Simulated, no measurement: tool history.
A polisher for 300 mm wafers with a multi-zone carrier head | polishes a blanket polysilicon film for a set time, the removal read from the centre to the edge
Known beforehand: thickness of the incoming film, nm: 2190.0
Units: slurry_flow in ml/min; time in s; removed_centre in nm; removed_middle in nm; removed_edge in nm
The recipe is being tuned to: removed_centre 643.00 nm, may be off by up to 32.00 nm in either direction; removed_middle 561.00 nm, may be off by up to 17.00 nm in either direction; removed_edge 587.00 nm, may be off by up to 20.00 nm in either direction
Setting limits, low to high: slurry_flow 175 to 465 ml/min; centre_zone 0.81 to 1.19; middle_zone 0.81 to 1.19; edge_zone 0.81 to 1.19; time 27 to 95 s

run  hour  slurry_flow  centre_zone  middle_zone  edge_zone  time  removed_centre  removed_middle  removed_edge
  1   0.0          295         1.00         1.00       1.00    61          893.33          837.67        841.18
  2   4.5          295         1.00         0.99       0.99    59          856.14          816.71        828.35
  3   8.7          295         1.01         0.98       0.98    56          797.54          771.47        776.57
  4  13.8          295         1.03         0.97       0.97    54          796.49          741.12        726.24
  5  15.2          295         1.03         1.02       0.97    54          792.02          762.14        737.02
  6  23.1          295         1.03         1.02       0.97    64          967.30          914.56        866.26
  7  31.3          295         1.03         1.02       0.97    64          952.59          913.42        883.35
  8  37.2          290         1.03         1.00       0.97    62          915.04          848.03        850.71
  9  43.5          290         1.03         0.99       0.96    60          877.51          838.56        811.24
 10  45.0          290         1.04         0.98       0.96    58          861.42          793.98        790.41
 11  51.9          290         1.04         0.97       0.95    56          854.79          766.65        769.53
 12  56.1          290         1.04         0.97       0.95    54          810.99          732.17        732.63
 13  63.9          290         1.04         0.96       0.95    53          780.40          698.13        714.41

4 next moves are on the table. One of them brings every result within its allowed miss. Which?
  A  71.7          235         0.97         0.88       1.13    63               ?               ?             ?
  B  71.7          285         1.05         0.93       0.97    43               ?               ?             ?
  C  71.7          330         1.00         1.03       1.04    52               ?               ?             ?
  D  71.7          205         0.94         0.84       1.04    48               ?               ?             ?

move  removed_centre  removed_middle  removed_edge
   A          834.55          773.85        897.33
   B          630.30          563.41        583.17
   C          736.38          752.01        731.21
   D          605.56          559.09        653.28
A: misses by more than the last run did
B: every result lands within tolerance
C: misses by more than the last run did
D: gets the furthest-off result to its target, but another result is out of tolerance
Correct choice: B, which meets every target
